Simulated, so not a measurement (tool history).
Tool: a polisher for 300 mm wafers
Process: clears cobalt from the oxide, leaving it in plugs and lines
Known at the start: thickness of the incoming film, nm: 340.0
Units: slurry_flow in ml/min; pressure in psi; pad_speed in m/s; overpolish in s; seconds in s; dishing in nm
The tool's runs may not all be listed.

| run | hour | slurry_flow | pressure | pad_speed | overpolish | seconds | dishing |
|---|---|---|---|---|---|---|---|
| 1 | 0.0 | 160 | 1.6 | 1.10 | 11 | 88.040 | 13.108 |
| 2 | 3.5 | 160 | 1.8 | 1.10 | 11 | 77.463 | 12.756 |
| 3 | 11.3 | 160 | 1.7 | 1.10 | 11 | 82.533 | 12.707 |
| 4 | 15.2 | 160 | 1.7 | 1.10 | 6 | 81.283 | 11.269 |
| 5 | 23.2 | 160 | 2.0 | 1.10 | 6 | 70.858 | 11.653 |
| 6 | 31.5 | 160 | 1.9 | 1.08 | 7 | 75.573 | 12.214 |
| 7 | 37.9 | 160 | 1.8 | 1.06 | 8 | 82.140 | 12.077 |
| 8 | 41.5 | 160 | 1.7 | 1.04 | 9 | 87.932 | 12.238 |
| 9 | 42.2 | 160 | 1.6 | 1.04 | 10 | 92.177 | 12.370 |
| 10 | 48.9 | 160 | 1.5 | 1.02 | 11 | 98.643 | 12.777 |
| 11 | 50.5 | 160 | 1.4 | 1.00 | 11 | 108.280 | 12.084 |

The next listed run, before its measurement:
| 12 | 52.1 | 135 | 1.0 | 0.80 | 17 | ? | ? |

seconds: 186.550 s
dishing: 12.590 nm
